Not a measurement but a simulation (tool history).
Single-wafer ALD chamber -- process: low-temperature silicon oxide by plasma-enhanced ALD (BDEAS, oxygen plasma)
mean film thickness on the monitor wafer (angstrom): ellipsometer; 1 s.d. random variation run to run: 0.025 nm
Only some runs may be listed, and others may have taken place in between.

run  hour  heater temperature setpoint (deg C)  number of ALD cycles (cycles)  mean film thickness on the monitor wafer (angstrom)
  1   0.0                                   95                             52                                               76.809
  2   6.1                                   95                             58                                               85.839
  3  10.7                                   95                             62                                               91.855
  4  17.5                                   87                             62                                               94.523
  5  26.0                                   89                             60                                               90.767
  6  28.2                                   91                             58                                               87.459
  7  36.5                                   93                             56                                               82.806

Run 8 comes next. What will it give?
  8  44.4                                   94                             55                                                    ?

{"run 8": {"mean film thickness on the monitor wafer (angstrom)": 82.022}}
